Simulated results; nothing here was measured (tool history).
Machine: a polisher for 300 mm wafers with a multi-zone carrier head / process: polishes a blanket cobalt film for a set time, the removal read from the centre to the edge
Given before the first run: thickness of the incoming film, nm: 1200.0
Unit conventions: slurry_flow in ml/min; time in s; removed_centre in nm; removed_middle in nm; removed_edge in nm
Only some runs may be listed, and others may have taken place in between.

run,hour,slurry_flow,centre_zone,middle_zone,edge_zone,time,removed_centre,removed_middle,removed_edge
1,0,150,1,1,1,67,226.36,226.23,223.61
2,0.8,170,1,1,1,67,232.17,230.56,230.23
3,2.5,170,1,1,1.05,67,230.26,230.75,235.09
4,7.8,175,0.99,0.98,1.07,69,236.16,235.95,244.94
5,9.7,175,0.99,1.05,1.07,69,237.55,249.44,245.2
6,12,180,0.98,1.02,1.09,71,245.18,250.79,254.15
7,15.7,185,0.97,0.99,1.1,73,249.54,251.36,265.2
8,23.2,190,0.96,0.97,1.11,74,251.31,254.14,271.75
9,31.4,190,0.96,0.95,1.12,75,255.67,253.83,270.67
10,36.2,190,0.96,0.95,1.12,75,256.18,252.01,275.97

Run 11 has not been measured yet. What should we expect?
# hour 39.2: edge zone pressure recalibrated
11,39.2,190,0.95,0.94,1.13,76,?,?,?

Run 11 produced removed_centre 254.21 nm, removed_middle 254.88 nm, removed_edge 291.93 nm.
